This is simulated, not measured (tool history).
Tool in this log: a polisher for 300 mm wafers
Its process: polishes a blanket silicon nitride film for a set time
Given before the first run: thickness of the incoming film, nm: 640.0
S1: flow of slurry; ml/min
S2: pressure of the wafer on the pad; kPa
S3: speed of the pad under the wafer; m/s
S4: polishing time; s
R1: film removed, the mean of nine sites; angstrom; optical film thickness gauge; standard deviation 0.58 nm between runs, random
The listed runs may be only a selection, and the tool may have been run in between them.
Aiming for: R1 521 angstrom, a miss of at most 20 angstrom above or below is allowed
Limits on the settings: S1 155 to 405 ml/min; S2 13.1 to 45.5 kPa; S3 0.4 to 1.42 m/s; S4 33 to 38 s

{"run": 1, "hour": 0.0, "S1": 260, "S2": 29, "S3": 0.9, "S4": 38, "R1": 790.44}
{"run": 2, "hour": 3.0, "S1": 260, "S2": 25.5, "S3": 0.9, "S4": 38, "R1": 704.71}
{"run": 3, "hour": 6.3, "S1": 260, "S2": 22.8, "S3": 0.9, "S4": 38, "R1": 640.72}
{"run": 4, "hour": 12.8, "S1": 260, "S2": 30.3, "S3": 0.9, "S4": 38, "R1": 831.06}
{"run": 5, "hour": 15.7, "S1": 260, "S2": 26.2, "S3": 0.9, "S4": 38, "R1": 721.86}
{"run": 6, "hour": 16.3, "S1": 260, "S2": 26.2, "S3": 0.9, "S4": 33, "R1": 645.43}
{"run": 7, "hour": 23.1, "S1": 260, "S2": 24.1, "S3": 0.9, "S4": 33, "R1": 596.72}
{"run": 8, "hour": 26.5, "S1": 260, "S2": 23.4, "S3": 0.9, "S4": 33, "R1": 580.24}

Exactly one of the 4 candidate moves below puts every result within its allowed miss. Which one?
{"run": "A", "hour": 29.9, "S1": 325, "S2": 24.1, "S3": 0.84, "S4": 33, "R1": "?"}
{"run": "B", "hour": 29.9, "S1": 155, "S2": 24.8, "S3": 0.88, "S4": 34, "R1": "?"}
{"run": "C", "hour": 29.9, "S1": 210, "S2": 19.3, "S3": 0.8, "S4": 38, "R1": "?"}
{"run": "D", "hour": 29.9, "S1": 230, "S2": 25.5, "S3": 0.8, "S4": 33, "R1": "?"}

move=A R1=578.06
move=B R1=586.93
move=C R1=514.76
move=D R1=572.78
A: just as far off the targets as the last run
B: the biggest miss grows against the last run
C: every result lands within tolerance
D: closes in on the targets versus the last run, not all within tolerance yet
C meets every target.

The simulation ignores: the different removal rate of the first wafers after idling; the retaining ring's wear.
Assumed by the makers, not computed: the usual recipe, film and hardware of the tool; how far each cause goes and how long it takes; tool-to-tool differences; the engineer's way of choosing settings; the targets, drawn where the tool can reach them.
